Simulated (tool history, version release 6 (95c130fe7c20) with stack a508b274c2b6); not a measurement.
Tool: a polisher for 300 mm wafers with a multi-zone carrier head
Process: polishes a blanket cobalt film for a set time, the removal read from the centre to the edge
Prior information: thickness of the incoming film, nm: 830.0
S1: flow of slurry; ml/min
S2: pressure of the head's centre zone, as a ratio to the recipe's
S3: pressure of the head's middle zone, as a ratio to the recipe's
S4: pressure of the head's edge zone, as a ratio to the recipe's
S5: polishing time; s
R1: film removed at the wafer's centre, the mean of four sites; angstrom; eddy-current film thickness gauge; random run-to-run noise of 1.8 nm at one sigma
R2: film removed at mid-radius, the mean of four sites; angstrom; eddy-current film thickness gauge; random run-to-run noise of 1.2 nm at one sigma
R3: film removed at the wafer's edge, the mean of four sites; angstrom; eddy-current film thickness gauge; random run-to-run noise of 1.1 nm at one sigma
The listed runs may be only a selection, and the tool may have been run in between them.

| run | hour | S1 | S2 | S3 | S4 | S5 | R1 | R2 | R3 |
|---|---|---|---|---|---|---|---|---|---|
| 1 | 0 | 300 | 1 | 1 | 1 | 53 | 2470.6 | 2558.6 | 2480.3 |
| 2 | 5.1 | 260 | 1 | 1 | 1 | 53 | 2449.9 | 2510.4 | 2477.5 |
| 3 | 9 | 265 | 0.95 | 0.97 | 0.97 | 49 | 2135.4 | 2288.7 | 2278 |
| 4 | 11.6 | 270 | 0.93 | 0.95 | 0.94 | 46 | 1952.2 | 2118.6 | 2098.5 |
| 5 | 12.3 | 270 | 0.93 | 0.99 | 0.94 | 46 | 1963.6 | 2167.2 | 2095.3 |
| 6 | 15.4 | 265 | 0.91 | 0.96 | 0.92 | 44 | 1846.1 | 2026.4 | 2000.6 |
| 7 | 19.6 | 235 | 0.82 | 0.88 | 0.82 | 40 | 1482.7 | 1739.9 | 1685.5 |
| 8 | 25.5 | 250 | 0.83 | 0.88 | 0.84 | 40 | 1486.6 | 1741.4 | 1727.7 |
| 9 | 31.3 | 260 | 0.84 | 0.88 | 0.85 | 40 | 1542.7 | 1761.5 | 1716.8 |

Run 10 is up next; what results do you expect?
| 10 | 32.9 | 255 | 0.84 | 0.88 | 0.87 | 40 | ? | ? | ? |

R1: 1532.8 angstrom
R2: 1755.8 angstrom
R3: 1740.6 angstrom

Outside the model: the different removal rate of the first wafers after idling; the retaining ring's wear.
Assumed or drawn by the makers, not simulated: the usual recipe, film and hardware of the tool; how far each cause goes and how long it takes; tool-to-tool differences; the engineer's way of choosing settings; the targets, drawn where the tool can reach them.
